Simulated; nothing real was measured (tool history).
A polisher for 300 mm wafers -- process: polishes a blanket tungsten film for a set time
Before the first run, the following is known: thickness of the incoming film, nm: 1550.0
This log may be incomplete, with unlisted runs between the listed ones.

run	day	flow of slurry (ml/min)	pressure of the wafer on the pad (kPa)	speed of the pad under the wafer (m/s)	abrasive content of the slurry	polishing time (s)	film removed (nm)
1	0.000	230	32.4	1.04	1.0	59	308.91
2	0.179	230	28.3	1.00	1.0	59	265.47
3	0.542	230	33.1	1.00	1.0	59	308.03
4	0.671	230	25.5	1.00	1.0	59	239.29
5	0.842	230	25.5	1.00	1.0	59	235.89
6	1.183	230	22.8	0.98	1.0	59	214.90
7	1.317	230	20.7	0.96	1.0	59	191.82
8	1.354	230	14.5	0.94	1.0	59	128.96
9	1.625	230	15.2	0.94	1.0	59	137.02
10	1.996	230	15.2	0.94	1.0	59	138.81

Run 11 comes next. What will it give?
11	2.054	230	15.9	0.94	1.0	59	?

{"run 11": {"film removed (nm)": 143.91}}
